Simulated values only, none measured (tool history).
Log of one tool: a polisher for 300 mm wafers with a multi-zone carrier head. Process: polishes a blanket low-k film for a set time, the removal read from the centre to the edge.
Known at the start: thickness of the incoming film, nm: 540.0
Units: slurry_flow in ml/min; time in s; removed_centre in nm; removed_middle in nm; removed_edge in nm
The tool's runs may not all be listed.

Run 1, hour 0.0: slurry_flow 160 ml/min, centre_zone 1.00, middle_zone 1.00, edge_zone 1.00, slurry_solids 1.00, time 68 s. Result: removed_centre 23.624 nm, removed_middle 25.838 nm, removed_edge 26.230 nm.
Run 2, hour 4.2: slurry_flow 175 ml/min, centre_zone 1.04, middle_zone 0.99, edge_zone 1.00, slurry_solids 1.10, time 68 s. Result: removed_centre 25.825 nm, removed_middle 26.882 nm, removed_edge 28.287 nm.
Run 3, hour 9.3: slurry_flow 175 ml/min, centre_zone 1.04, middle_zone 0.96, edge_zone 1.00, slurry_solids 1.10, time 68 s. Result: removed_centre 26.262 nm, removed_middle 27.132 nm, removed_edge 27.740 nm.
Run 4, hour 17.8: slurry_flow 175 ml/min, centre_zone 1.04, middle_zone 0.96, edge_zone 1.04, slurry_solids 1.10, time 68 s. Result: removed_centre 26.553 nm, removed_middle 26.972 nm, removed_edge 28.703 nm.
Run 5, hour 22.0: slurry_flow 185 ml/min, centre_zone 1.07, middle_zone 0.94, edge_zone 1.01, slurry_solids 1.20, time 69 s. Result: removed_centre 28.770 nm, removed_middle 27.849 nm, removed_edge 30.025 nm.
Run 6, hour 28.3: slurry_flow 195 ml/min, centre_zone 1.09, middle_zone 0.93, edge_zone 0.98, slurry_solids 1.25, time 70 s. Result: removed_centre 29.796 nm, removed_middle 29.756 nm, removed_edge 30.613 nm.
Run 7, hour 34.9: slurry_flow 195 ml/min, centre_zone 1.11, middle_zone 0.91, edge_zone 0.98, slurry_solids 1.30, time 71 s. Result: removed_centre 31.998 nm, removed_middle 29.817 nm, removed_edge 31.724 nm.
Run 8, hour 43.2: slurry_flow 200 ml/min, centre_zone 1.13, middle_zone 0.89, edge_zone 0.96, slurry_solids 1.35, time 72 s. Result: removed_centre 33.496 nm, removed_middle 30.463 nm, removed_edge 32.633 nm.

Forecast run 9:
Run 9, hour 49.5: slurry_flow 205 ml/min, centre_zone 1.14, middle_zone 0.87, edge_zone 0.94, slurry_solids 1.40, time 73 s. Result: removed_centre ?, removed_middle ?, removed_edge ?.

Run 9 gave removed_centre 35.559 nm, removed_middle 30.863 nm, removed_edge 33.519 nm.
